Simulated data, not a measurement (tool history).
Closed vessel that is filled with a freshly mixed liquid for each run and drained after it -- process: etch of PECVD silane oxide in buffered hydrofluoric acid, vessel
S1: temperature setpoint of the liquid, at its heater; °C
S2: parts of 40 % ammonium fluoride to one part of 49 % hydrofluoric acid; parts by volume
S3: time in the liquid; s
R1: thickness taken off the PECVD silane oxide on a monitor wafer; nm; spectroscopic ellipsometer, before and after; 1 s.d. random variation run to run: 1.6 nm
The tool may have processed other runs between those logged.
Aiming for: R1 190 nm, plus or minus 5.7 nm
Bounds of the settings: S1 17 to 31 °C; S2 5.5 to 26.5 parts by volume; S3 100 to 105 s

{"run": 1, "day": 0.0, "S1": 23, "S2": 16, "S3": 100, "R1": 139.9}
{"run": 2, "day": 0.033, "S1": 23, "S2": 20, "S3": 100, "R1": 112.02}
{"run": 3, "day": 0.288, "S1": 23, "S2": 20, "S3": 100, "R1": 114.58}
{"run": 4, "day": 0.446, "S1": 24, "S2": 20, "S3": 100, "R1": 117.93}
{"run": 5, "day": 0.754, "S1": 24.5, "S2": 19.5, "S3": 100, "R1": 127.75}
{"run": 6, "day": 0.988, "S1": 23, "S2": 19.5, "S3": 100, "R1": 116.47}
{"run": 7, "day": 1.096, "S1": 24, "S2": 19.5, "S3": 100, "R1": 123.15}
{"run": 8, "day": 1.258, "S1": 24.5, "S2": 19.5, "S3": 100, "R1": 124.85}
{"run": 9, "day": 1.417, "S1": 28.5, "S2": 17.5, "S3": 100, "R1": 175.81}
{"run": 10, "day": 1.792, "S1": 29.5, "S2": 17.5, "S3": 100, "R1": 182.06}

4 candidate next runs follow, results not yet known. Just one meets every target within its allowed miss. Identify it.
{"run": "A", "day": 2.167, "S1": 29, "S2": 18, "S3": 100, "R1": "?"}
{"run": "B", "day": 2.167, "S1": 31, "S2": 20.5, "S3": 100, "R1": "?"}
{"run": "C", "day": 2.167, "S1": 31, "S2": 21, "S3": 105, "R1": "?"}
{"run": "D", "day": 2.167, "S1": 29.5, "S2": 17, "S3": 100, "R1": "?"}

move=A R1=175.08
move=B R1=172.49
move=C R1=178.16
move=D R1=190.16
A: lands further from the targets than the last run did
B: lands further from the targets than the last run did
C: lands further from the targets than the last run did
D: every result within its allowed miss
Go with D: it meets all targets.
